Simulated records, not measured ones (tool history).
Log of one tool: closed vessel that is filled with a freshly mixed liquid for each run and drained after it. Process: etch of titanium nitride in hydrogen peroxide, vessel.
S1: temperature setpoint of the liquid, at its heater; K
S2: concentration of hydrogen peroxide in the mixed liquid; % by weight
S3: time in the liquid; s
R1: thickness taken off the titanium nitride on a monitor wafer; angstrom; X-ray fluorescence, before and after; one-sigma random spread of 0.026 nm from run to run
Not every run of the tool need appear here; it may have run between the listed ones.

Run 1, hour 0.0: S1 325.15 K, S2 21 % by weight, S3 50 s. Result: R1 48.545 angstrom.
Run 2, hour 4.1: S1 320.15 K, S2 21 % by weight, S3 50 s. Result: R1 33.825 angstrom.
Run 3, hour 6.7: S1 317.15 K, S2 21 % by weight, S3 50 s. Result: R1 27.069 angstrom.
Run 4, hour 15.4: S1 312.65 K, S2 21 % by weight, S3 50 s. Result: R1 19.148 angstrom.
Run 5, hour 17.6: S1 310.15 K, S2 21 % by weight, S3 50 s. Result: R1 15.728 angstrom.
Run 6, hour 21.4: S1 316.65 K, S2 21 % by weight, S3 50 s. Result: R1 25.919 angstrom.
Run 7, hour 28.6: S1 321.15 K, S2 21 % by weight, S3 50 s. Result: R1 36.213 angstrom.
Run 8, hour 31.7: S1 324.15 K, S2 21 % by weight, S3 50 s. Result: R1 45.120 angstrom.

Estimate the outcome of run 9 from the log above:
Run 9, hour 36.6: S1 326.15 K, S2 21 % by weight, S3 50 s. Result: R1 ?.

R1: 52.345 angstrom
